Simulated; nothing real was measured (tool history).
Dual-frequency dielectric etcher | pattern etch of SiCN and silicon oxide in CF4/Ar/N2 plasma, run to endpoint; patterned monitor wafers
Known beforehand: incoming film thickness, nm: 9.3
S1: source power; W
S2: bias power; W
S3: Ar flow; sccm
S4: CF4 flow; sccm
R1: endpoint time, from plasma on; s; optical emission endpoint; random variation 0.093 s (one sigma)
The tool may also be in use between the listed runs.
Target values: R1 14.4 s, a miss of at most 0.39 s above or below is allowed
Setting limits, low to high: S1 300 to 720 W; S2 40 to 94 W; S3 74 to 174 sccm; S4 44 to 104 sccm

run,hour,S1,S2,S3,S4,R1
1,0,510,67,124,74,9.9015
2,5.1,460,66,125,74,10.528
3,8.1,420,62,128,72,11.502
4,11.6,420,62,143,72,11.743
5,18.4,390,60,144,71,12.433
6,20.4,370,59,145,71,12.829
7,22.7,350,58,146,71,13.283
8,29,340,58,146,71,13.312
9,35.5,330,57,147,71,13.694
10,40.1,320,57,147,71,14.06

Next run, 4 choices. One meets every target within its allowed miss, the rest don't. Which?
A,44.7,370,54,142,60,?
B,44.7,300,57,145,72,?
C,44.7,370,54,173,73,?
D,44.7,360,55,153,79,?

move,R1
A,13.466
B,14.328
C,13.701
D,13.307
A: lands further from the targets than the last run did
B: hits every target within its allowed miss
C: lands further from the targets than the last run did
D: lands further from the targets than the last run did
Correct choice: B, which meets every target

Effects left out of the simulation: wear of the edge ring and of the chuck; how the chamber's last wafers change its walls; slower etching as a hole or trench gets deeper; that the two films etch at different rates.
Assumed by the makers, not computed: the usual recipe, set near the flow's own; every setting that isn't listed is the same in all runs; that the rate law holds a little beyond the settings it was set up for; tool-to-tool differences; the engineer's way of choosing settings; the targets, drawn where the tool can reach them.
